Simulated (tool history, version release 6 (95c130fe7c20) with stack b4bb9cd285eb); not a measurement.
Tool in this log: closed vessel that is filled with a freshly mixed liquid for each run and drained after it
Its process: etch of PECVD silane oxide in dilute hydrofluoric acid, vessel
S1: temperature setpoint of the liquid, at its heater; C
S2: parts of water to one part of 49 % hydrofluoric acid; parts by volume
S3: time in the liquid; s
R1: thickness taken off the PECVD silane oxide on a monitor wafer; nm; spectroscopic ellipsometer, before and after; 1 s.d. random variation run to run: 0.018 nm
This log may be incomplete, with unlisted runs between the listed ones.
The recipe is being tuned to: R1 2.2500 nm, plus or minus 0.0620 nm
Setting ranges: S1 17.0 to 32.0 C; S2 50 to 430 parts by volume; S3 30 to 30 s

run	hour	S1	S2	S3	R1
1	0.0	24.0	240	30	5.6000
2	1.0	23.0	265	30	4.7258
3	3.5	20.5	265	30	4.3604
4	4.7	22.5	265	30	4.6750
5	11.9	21.5	285	30	4.0573
6	17.8	21.0	300	30	3.7874
7	19.3	21.0	300	30	3.8045
8	27.9	20.5	315	30	3.4386
9	36.6	20.0	325	30	3.3175
10	44.6	19.5	340	30	3.0385
11	47.3	19.0	350	30	2.9148
12	51.3	18.5	360	30	2.7447
# hour 53.6: thermometer replaced
13	53.6	18.5	365	30	2.5435
14	58.5	18.5	370	30	2.5065
15	67.2	18.5	370	30	2.5042
16	75.8	18.5	370	30	2.5031
17	77.0	18.5	375	30	2.4847
18	79.7	18.5	375	30	2.4439
19	86.5	18.0	380	30	2.3780

Next run, 5 choices. One meets every target within its allowed miss, the rest don't. Which?
A	93.3	17.0	365	30	?
B	93.3	19.5	415	30	?
C	93.3	17.5	410	30	?
D	93.3	19.0	420	30	?
E	93.3	17.0	400	30	?

move	R1
A	2.3808
B	2.1993
C	2.0831
D	2.1272
E	2.1136
A: just as far off the targets as the last run
B: every result within its allowed miss
C: carries the result that was furthest off beyond its target, to the other side
D: carries the result that was furthest off beyond its target, to the other side
E: carries the result that was furthest off beyond its target, to the other side
B meets every target.
